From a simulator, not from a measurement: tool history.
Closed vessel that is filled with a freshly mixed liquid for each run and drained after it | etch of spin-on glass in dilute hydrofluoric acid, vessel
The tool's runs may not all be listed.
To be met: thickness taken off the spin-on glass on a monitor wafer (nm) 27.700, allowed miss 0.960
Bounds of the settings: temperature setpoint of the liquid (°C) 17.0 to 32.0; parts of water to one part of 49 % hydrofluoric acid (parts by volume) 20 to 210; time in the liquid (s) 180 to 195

run    day  temperature setpoint of the liquid (°C)  parts of water to one part of 49 % hydrofluoric acid (parts by volume)  time in the liquid (s)  thickness taken off the spin-on glass on a monitor wafer (nm)
  1  0.000                                     24.0                                                                     115                     180                                                         36.996
  2  0.050                                     22.5                                                                     115                     180                                                         34.982
  3  0.404                                     21.5                                                                     115                     180                                                         33.514
  4  0.529                                     20.5                                                                     115                     180                                                         32.395
  5  0.721                                     20.0                                                                     115                     180                                                         31.661
  6  0.817                                     21.5                                                                     115                     180                                                         33.883
  7  0.946                                     20.5                                                                     115                     180                                                         32.309
  8  1.162                                     20.0                                                                     115                     180                                                         31.971
  9  1.304                                     19.5                                                                     115                     180                                                         30.664
 10  1.625                                     19.0                                                                     115                     180                                                         29.885
 11  1.900                                     18.5                                                                     115                     180                                                         30.035
 12  2.183                                     18.0                                                                     115                     180                                                         28.714

Which of these 5 next moves meets every target?
  A  2.467                                     17.0                                                                     110                     180                                                              ?
  B  2.467                                     19.0                                                                     115                     185                                                              ?
  C  2.467                                     17.0                                                                     115                     195                                                              ?
  D  2.467                                     18.0                                                                     115                     190                                                              ?
  E  2.467                                     17.0                                                                     120                     185                                                              ?

move  thickness taken off the spin-on glass on a monitor wafer (nm)
   A                                                         29.303
   B                                                         31.137
   C                                                         30.210
   D                                                         30.687
   E                                                         27.328
A: further off than the last run
B: further off than the last run
C: further off than the last run
D: further off than the last run
E: meets every target
The right move is E.
